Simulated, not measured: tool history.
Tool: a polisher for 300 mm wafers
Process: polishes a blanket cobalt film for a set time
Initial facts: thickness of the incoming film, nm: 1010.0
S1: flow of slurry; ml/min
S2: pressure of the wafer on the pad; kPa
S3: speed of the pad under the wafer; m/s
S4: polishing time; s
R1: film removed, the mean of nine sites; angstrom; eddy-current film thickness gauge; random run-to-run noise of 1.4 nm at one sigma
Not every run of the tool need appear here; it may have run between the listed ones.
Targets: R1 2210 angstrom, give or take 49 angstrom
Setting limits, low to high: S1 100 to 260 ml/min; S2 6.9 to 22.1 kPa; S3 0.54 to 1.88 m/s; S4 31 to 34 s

run,day,S1,S2,S3,S4,R1
1,0,165,14.5,1.2,34,1960.2
2,0.292,170,14.5,1.2,34,1964.3
3,0.504,135,14.5,1.2,34,1918.6
4,0.788,135,11,1.2,34,1633.3
5,1,135,11.7,1.2,34,1700.2
6,1.104,135,12.4,1.2,34,1736.7
7,1.183,140,13.1,1.2,34,1829.5
8,1.25,140,13.1,1.2,34,1795.6
9,1.354,145,13.8,1.2,34,1871.5
10,1.5,160,15.9,1.2,34,2110.8
11,1.858,165,16.5,1.2,34,2152.9
12,1.921,170,16.5,1.2,34,2153.4

Exactly one of the 5 candidate moves below puts every result within its allowed miss. Which one?
A,1.983,150,15.9,1.34,34,?
B,1.983,220,16.5,1.14,34,?
C,1.983,160,17.9,1.28,33,?
D,1.983,135,16.5,1.26,34,?
E,1.983,180,12.4,1.4,34,?

move,R1
A,2319.6
B,2129.2
C,2359.2
D,2219.4
E,2113.2
A: takes the biggest miss from the last run beyond its target
B: its largest miss is bigger than the last run's
C: takes the biggest miss from the last run beyond its target
D: hits every target within its allowed miss
E: its largest miss is bigger than the last run's
The move that meets every target is D.

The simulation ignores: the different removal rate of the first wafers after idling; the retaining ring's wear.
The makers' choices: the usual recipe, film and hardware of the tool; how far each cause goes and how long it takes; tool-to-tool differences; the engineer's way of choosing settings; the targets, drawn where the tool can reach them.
